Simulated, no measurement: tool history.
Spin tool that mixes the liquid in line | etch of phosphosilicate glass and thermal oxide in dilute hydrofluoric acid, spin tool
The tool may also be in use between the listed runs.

run,hour,temperature setpoint of the liquid (K),parts of water to one part of 49 % hydrofluoric acid (parts by volume),time under the liquid (s),thickness taken off the phosphosilicate glass on a monitor wafer (angstrom),thickness taken off the thermal oxide on a monitor wafer (angstrom)
1,0.0,295.15,275,30,53.779,4.4192
2,5.2,298.15,275,30,60.100,3.3833
3,6.6,301.15,275,30,65.732,4.3261
4,8.4,299.65,275,30,63.459,3.7529
5,16.7,299.65,240,30,74.502,4.4310
6,22.6,299.65,210,30,89.027,5.6381
7,30.1,300.15,190,30,102.250,7.1638
8,37.0,300.65,180,30,110.090,8.9378
9,43.1,301.15,170,30,120.210,7.4051
10,45.5,301.15,170,30,119.790,9.1934

Predict the results of run 11:
11,52.2,303.15,115,30,?,?

Run 11 gave thickness taken off the phosphosilicate glass on a monitor wafer (angstrom) 208.050, thickness taken off the thermal oxide on a monitor wafer (angstrom) 13.7360.
